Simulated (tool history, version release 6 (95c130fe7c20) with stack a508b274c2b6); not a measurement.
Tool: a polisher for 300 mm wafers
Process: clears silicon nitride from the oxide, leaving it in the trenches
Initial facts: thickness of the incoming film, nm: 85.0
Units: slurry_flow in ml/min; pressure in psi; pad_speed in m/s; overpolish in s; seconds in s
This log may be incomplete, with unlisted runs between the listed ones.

run 1 hour=0.0 | slurry_flow=145 pressure=3.4 pad_speed=0.86 overpolish=29 | seconds=116.28
run 2 hour=1.7 | slurry_flow=145 pressure=3.4 pad_speed=0.86 overpolish=29 | seconds=113.80
run 3 hour=4.5 | slurry_flow=110 pressure=3.4 pad_speed=0.86 overpolish=29 | seconds=119.01
run 4 hour=7.9 | slurry_flow=110 pressure=2.6 pad_speed=0.86 overpolish=29 | seconds=156.61
run 5 hour=8.9 | slurry_flow=110 pressure=2.6 pad_speed=0.86 overpolish=31 | seconds=155.32
run 6 hour=10.0 | slurry_flow=110 pressure=2.8 pad_speed=0.86 overpolish=31 | seconds=139.83
run 7 hour=17.6 | slurry_flow=110 pressure=3.0 pad_speed=0.86 overpolish=31 | seconds=132.58

What does the tool deliver on the next run?
run 8 hour=21.5 | slurry_flow=110 pressure=3.1 pad_speed=0.86 overpolish=31 | seconds=?

Run 8 measured seconds 129.84 s.

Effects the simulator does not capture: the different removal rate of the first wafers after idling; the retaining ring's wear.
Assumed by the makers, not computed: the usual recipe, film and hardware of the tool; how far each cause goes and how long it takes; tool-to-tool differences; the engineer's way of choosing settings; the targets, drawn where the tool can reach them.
